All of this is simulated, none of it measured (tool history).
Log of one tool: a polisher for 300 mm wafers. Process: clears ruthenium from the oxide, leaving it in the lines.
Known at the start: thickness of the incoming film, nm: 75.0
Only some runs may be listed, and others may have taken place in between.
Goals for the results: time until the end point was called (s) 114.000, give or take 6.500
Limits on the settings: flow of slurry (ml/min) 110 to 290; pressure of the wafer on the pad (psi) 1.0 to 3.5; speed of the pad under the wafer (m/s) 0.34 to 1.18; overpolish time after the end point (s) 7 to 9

run	day	flow of slurry (ml/min)	pressure of the wafer on the pad (psi)	speed of the pad under the wafer (m/s)	overpolish time after the end point (s)	time until the end point was called (s)
1	0.000	185	2.2	0.76	9	72.453
2	0.250	185	2.0	0.76	9	79.978
3	0.492	140	2.0	0.76	9	80.803
4	0.754	140	2.5	0.76	9	68.921
5	1.033	110	2.5	0.76	9	74.903
6	1.379	155	2.5	0.76	9	66.647
7	1.642	150	2.3	0.76	9	73.436
8	1.917	150	1.7	0.72	9	97.364
9	2.146	150	1.6	0.72	9	104.070

Which of these 5 next moves meets every target?
A	2.375	150	1.4	0.72	9	?
B	2.375	110	1.7	0.86	9	?
C	2.375	195	1.8	0.66	7	?
D	2.375	140	1.7	0.80	9	?
E	2.375	150	1.8	0.76	7	?

move	time until the end point was called (s)
A	113.010
B	88.262
C	96.747
D	89.154
E	88.293
A: in spec on every target
B: moves away from the targets compared with the last run
C: moves away from the targets compared with the last run
D: moves away from the targets compared with the last run
E: moves away from the targets compared with the last run
Go with A: it meets all targets.
